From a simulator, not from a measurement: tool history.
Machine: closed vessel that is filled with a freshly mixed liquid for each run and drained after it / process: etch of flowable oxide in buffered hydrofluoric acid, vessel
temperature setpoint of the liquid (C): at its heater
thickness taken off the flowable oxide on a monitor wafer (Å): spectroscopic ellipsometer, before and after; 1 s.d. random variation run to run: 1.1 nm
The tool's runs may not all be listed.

run,day,temperature setpoint of the liquid (C),parts of 40 % ammonium fluoride to one part of 49 % hydrofluoric acid (parts by volume),time in the liquid (s),thickness taken off the flowable oxide on a monitor wafer (Å)
1,0,21,22.5,95,1630.9
2,0.154,23,22.5,95,1808.7
3,0.196,22,23,95,1703.1
4,0.571,24,23,95,1886.1
5,0.779,24,23,100,2003.1
6,1.1,24,26,100,1842.7
7,1.425,24,26,100,1864

Run 8 has not been measured yet. What should we expect?
8,1.717,22.5,26.5,100,?

{"run 8": {"thickness taken off the flowable oxide on a monitor wafer (Å)": 1683.4}}
